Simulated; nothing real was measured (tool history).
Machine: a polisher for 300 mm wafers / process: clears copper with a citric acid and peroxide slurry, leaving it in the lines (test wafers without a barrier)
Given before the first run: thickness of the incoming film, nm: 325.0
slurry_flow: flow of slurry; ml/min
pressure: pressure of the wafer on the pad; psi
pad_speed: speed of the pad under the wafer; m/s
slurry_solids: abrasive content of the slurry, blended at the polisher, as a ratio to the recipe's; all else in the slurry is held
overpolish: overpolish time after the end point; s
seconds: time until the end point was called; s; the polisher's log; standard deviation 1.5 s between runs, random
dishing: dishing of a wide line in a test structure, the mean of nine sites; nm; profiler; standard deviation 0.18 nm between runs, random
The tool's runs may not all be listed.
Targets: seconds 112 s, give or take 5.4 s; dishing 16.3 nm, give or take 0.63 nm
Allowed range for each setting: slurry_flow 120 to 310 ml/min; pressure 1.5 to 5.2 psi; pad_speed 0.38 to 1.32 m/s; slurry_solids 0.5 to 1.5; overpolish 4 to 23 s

run,hour,slurry_flow,pressure,pad_speed,slurry_solids,overpolish,seconds,dishing
1,0,200,3.3,0.84,1,12,132.79,19.862
2,7.9,205,3.4,0.84,1,11,130.24,18.944
3,15.2,205,4.1,0.84,1,11,106.03,22.424
4,22.5,205,4.1,0.84,0.85,11,111.46,21.553
5,26.2,210,4.1,0.84,0.85,10,114.6,20.147
6,28.6,210,4.1,1.02,0.85,10,90.922,22.993
7,31.7,210,3.9,1.02,0.85,9,98.876,20.177
8,40.8,210,3.8,1.02,0.85,9,101.53,19.736
9,42.7,210,3.4,1.02,0.85,7,108.26,14.541

Which of these 5 next moves meets every target?
A,44.6,210,3.5,1.04,0.8,6,?,?
B,44.6,175,3.1,1,0.8,8,?,?
C,44.6,210,3.4,0.88,0.85,8,?,?
D,44.6,145,3.4,1.06,0.85,6,?,?
E,44.6,215,3.4,1.04,0.75,8,?,?

move,seconds,dishing
A,105.86,13.366
B,127.28,14.661
C,126.69,14.743
D,112.59,12.629
E,109.86,16.742
A: moves away from the targets compared with the last run
B: neither nearer nor further off than the last run
C: neither nearer nor further off than the last run
D: moves away from the targets compared with the last run
E: every result within its allowed miss
So the answer is move E, the one that meets all the targets.
